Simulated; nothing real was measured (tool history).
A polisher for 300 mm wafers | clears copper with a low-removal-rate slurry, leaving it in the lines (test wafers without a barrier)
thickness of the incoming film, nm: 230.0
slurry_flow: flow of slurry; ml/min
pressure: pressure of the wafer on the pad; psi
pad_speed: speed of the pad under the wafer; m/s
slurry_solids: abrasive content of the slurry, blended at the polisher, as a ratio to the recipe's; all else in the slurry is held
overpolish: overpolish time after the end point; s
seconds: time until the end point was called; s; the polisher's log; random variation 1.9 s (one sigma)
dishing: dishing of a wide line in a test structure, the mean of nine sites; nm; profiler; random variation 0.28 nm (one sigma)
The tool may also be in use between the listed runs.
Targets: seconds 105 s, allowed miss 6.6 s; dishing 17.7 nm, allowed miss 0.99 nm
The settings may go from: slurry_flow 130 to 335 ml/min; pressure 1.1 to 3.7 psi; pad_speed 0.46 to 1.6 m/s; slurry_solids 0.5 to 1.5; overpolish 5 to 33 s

Run 1, day 0: slurry_flow 215 ml/min, pressure 2.4 psi, pad_speed 1.02 m/s, slurry_solids 1, overpolish 17 s. Result: seconds 108.29 s, dishing 31.738 nm.
Run 2, day 0.025: slurry_flow 215 ml/min, pressure 2.4 psi, pad_speed 1.02 m/s, slurry_solids 1.1, overpolish 17 s. Result: seconds 104.92 s, dishing 32.328 nm.
Run 3, day 0.292: slurry_flow 220 ml/min, pressure 2.4 psi, pad_speed 1.02 m/s, slurry_solids 1.1, overpolish 16 s. Result: seconds 106.06 s, dishing 30.285 nm.
Run 4, day 0.438: slurry_flow 220 ml/min, pressure 2.4 psi, pad_speed 1.02 m/s, slurry_solids 1.1, overpolish 15 s. Result: seconds 102.27 s, dishing 28.046 nm.
Run 5, day 0.779: slurry_flow 220 ml/min, pressure 2.4 psi, pad_speed 0.88 m/s, slurry_solids 1.1, overpolish 15 s. Result: seconds 122.51 s, dishing 24.694 nm.
Run 6, day 0.946: slurry_flow 220 ml/min, pressure 2.8 psi, pad_speed 0.88 m/s, slurry_solids 1.1, overpolish 15 s. Result: seconds 109.79 s, dishing 28.029 nm.
Run 7, day 1.25: slurry_flow 220 ml/min, pressure 2.8 psi, pad_speed 0.88 m/s, slurry_solids 1.1, overpolish 15 s. Result: seconds 111.88 s, dishing 27.812 nm.
Run 8, day 1.392: slurry_flow 225 ml/min, pressure 2.8 psi, pad_speed 0.88 m/s, slurry_solids 1.1, overpolish 14 s. Result: seconds 108.68 s, dishing 26.15 nm.
Run 9, day 1.642: slurry_flow 250 ml/min, pressure 2.7 psi, pad_speed 0.88 m/s, slurry_solids 1.1, overpolish 6 s. Result: seconds 112.32 s, dishing 11.475 nm.

Which of these 5 next moves meets every target?
Run A, day 1.892: slurry_flow 195 ml/min, pressure 3.5 psi, pad_speed 0.9 m/s, slurry_solids 0.8, overpolish 7 s. Result: seconds ?, dishing ?.
Run B, day 1.892: slurry_flow 245 ml/min, pressure 2.3 psi, pad_speed 0.84 m/s, slurry_solids 1.1, overpolish 13 s. Result: seconds ?, dishing ?.
Run C, day 1.892: slurry_flow 295 ml/min, pressure 3.3 psi, pad_speed 0.66 m/s, slurry_solids 1.1, overpolish 9 s. Result: seconds ?, dishing ?.
Run D, day 1.892: slurry_flow 215 ml/min, pressure 2.9 psi, pad_speed 0.86 m/s, slurry_solids 0.9, overpolish 12 s. Result: seconds ?, dishing ?.
Run E, day 1.892: slurry_flow 275 ml/min, pressure 2.4 psi, pad_speed 0.96 m/s, slurry_solids 1.25, overpolish 9 s. Result: seconds ?, dishing ?.

move  seconds  dishing
   A   102.27   14.464
   B   126.84   20.995
   C   125.44   15.115
   D   115.58   21.344
   E    103.7   18.001
A: nearer than the last run, and not there yet
B: takes the result that was furthest off past its target
C: nearer than the last run, and not there yet
D: takes the result that was furthest off past its target
E: meets every target
Move E is the one to make.

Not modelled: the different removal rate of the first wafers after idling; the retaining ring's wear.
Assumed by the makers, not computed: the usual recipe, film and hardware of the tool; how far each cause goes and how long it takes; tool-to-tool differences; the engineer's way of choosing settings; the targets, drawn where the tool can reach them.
